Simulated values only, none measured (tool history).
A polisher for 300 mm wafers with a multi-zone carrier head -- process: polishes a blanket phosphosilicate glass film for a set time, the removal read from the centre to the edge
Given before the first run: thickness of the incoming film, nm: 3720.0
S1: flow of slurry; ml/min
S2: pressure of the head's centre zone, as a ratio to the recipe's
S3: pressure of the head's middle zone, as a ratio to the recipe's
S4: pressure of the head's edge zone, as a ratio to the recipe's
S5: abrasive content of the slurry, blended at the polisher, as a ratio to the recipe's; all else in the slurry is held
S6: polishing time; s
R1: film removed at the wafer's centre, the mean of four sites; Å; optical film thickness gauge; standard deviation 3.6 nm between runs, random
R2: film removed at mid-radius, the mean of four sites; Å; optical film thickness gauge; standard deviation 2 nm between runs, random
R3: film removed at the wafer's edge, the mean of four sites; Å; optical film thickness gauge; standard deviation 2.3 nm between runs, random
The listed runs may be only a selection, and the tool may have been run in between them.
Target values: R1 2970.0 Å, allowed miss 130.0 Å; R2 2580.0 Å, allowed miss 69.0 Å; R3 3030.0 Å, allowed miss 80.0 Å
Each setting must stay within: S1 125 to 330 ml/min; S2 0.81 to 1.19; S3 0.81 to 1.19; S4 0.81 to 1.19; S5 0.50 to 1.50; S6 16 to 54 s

run  hour   S1    S2    S3    S4    S5  S6      R1      R2      R3
  1   0.0  210  1.00  1.00  1.00  1.00  35  2210.0  2110.7  2198.1
  2   7.1  210  1.09  1.00  1.00  1.00  35  2407.1  2098.3  2177.7
  3   8.8  220  1.08  0.99  1.04  1.10  35  2491.0  2216.3  2333.6
  4  17.2  220  1.08  0.99  1.00  1.10  35  2493.0  2201.4  2312.3
  5  23.8  220  1.12  0.99  1.00  1.10  35  2589.9  2220.5  2317.6
  6  31.0  230  1.11  0.97  1.03  1.20  35  2705.4  2294.0  2419.3
  7  32.9  220  1.09  0.95  1.06  1.25  36  2692.6  2330.0  2579.1
  8  41.1  225  1.09  0.94  1.08  1.30  36  2815.4  2328.6  2663.0
  9  49.0  270  1.02  1.00  1.18  1.45  36  2758.3  2669.5  2915.7
 10  54.4  270  1.03  0.99  1.18  1.45  36  2806.4  2602.8  2884.1
 11  56.2  270  1.03  0.98  1.18  1.45  36  2845.8  2592.5  2884.0
 12  60.2  265  1.03  0.97  1.18  1.45  36  2741.4  2564.8  2913.7

Consider the 5 candidate settings below. Which is the only one whose results all fall within their allowed miss of target?
  A  64.2  260  1.03  0.90  1.11  1.50  38   ?   ?   ?
  B  64.2  295  1.15  0.96  1.15  1.50  34   ?   ?   ?
  C  64.2  295  1.09  0.99  1.17  1.40  36   ?   ?   ?
  D  64.2  235  1.00  0.86  1.19  1.50  40   ?   ?   ?
  E  64.2  245  1.00  0.86  1.19  1.40  41   ?   ?   ?

move      R1      R2      R3
   A  2972.5  2562.1  3002.8
   B  3008.6  2443.7  2750.2
   C  2942.3  2588.6  2859.5
   D  3005.9  2574.2  3242.7
   E  3015.5  2581.3  3248.7
A: every result lands within tolerance
B: puts the biggest miss on target and leaves a different result outside tolerance
C: puts the biggest miss on target and leaves a different result outside tolerance
D: puts the biggest miss on target and leaves a different result outside tolerance
E: puts the biggest miss on target and leaves a different result outside tolerance
So the answer is move A, the one that meets all the targets.
